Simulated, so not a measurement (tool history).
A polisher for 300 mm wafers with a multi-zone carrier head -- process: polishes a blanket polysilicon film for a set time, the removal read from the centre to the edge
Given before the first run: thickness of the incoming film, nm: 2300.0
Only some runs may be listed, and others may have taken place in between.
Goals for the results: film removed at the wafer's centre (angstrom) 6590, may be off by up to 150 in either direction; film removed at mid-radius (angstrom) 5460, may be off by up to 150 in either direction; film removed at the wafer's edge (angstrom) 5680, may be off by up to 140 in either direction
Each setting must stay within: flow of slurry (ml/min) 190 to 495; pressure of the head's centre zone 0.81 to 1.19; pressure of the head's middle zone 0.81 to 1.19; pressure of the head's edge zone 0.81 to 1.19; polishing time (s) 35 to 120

run,day,flow of slurry (ml/min),pressure of the head's centre zone,pressure of the head's middle zone,pressure of the head's edge zone,polishing time (s),film removed at the wafer's centre (angstrom),film removed at mid-radius (angstrom),film removed at the wafer's edge (angstrom)
1,0,320,1,1,1,77,5612.6,5594.6,5502.6
2,0.229,320,1.06,1,1,77,5928.6,5584.5,5600.4
3,0.588,340,1.09,0.99,0.99,77,6055.8,5671,5515
4,0.821,335,1.12,0.97,1,77,6196.5,5509.6,5505.6
5,1.033,335,1.12,0.97,1.08,77,6292.1,5512.4,5790.8
6,1.221,285,1.12,0.97,1.08,77,6145.1,5442.1,5701.2
7,1.558,300,1.14,0.96,1.07,77,6269,5415.9,5657.5
8,1.908,310,1.15,0.96,1.07,77,6334.9,5388.6,5733.1

Consider the 5 candidate settings below. Which is the only one whose results all fall within their allowed miss of target?
A,2.258,375,1.17,0.94,1.03,77,?,?,?
B,2.258,280,1.11,0.89,1.08,77,?,?,?
C,2.258,340,1.03,0.95,1.01,81,?,?,?
D,2.258,340,1.19,0.9,1.13,74,?,?,?
E,2.258,250,1.15,1,1.07,82,?,?,?

move,film removed at the wafer's centre (angstrom),film removed at mid-radius (angstrom),film removed at the wafer's edge (angstrom)
A,6580.2,5462.3,5709.2
B,6056.9,5115.8,5719
C,6069.9,5741.8,5908.3
D,6364.9,5052.9,5711.7
E,6571.5,5811.4,5989.5
A: every result within its allowed miss
B: misses by more than the last run did
C: misses by more than the last run did
D: misses by more than the last run did
E: puts the biggest miss on target and leaves a different result outside tolerance
Move A is the one to make.
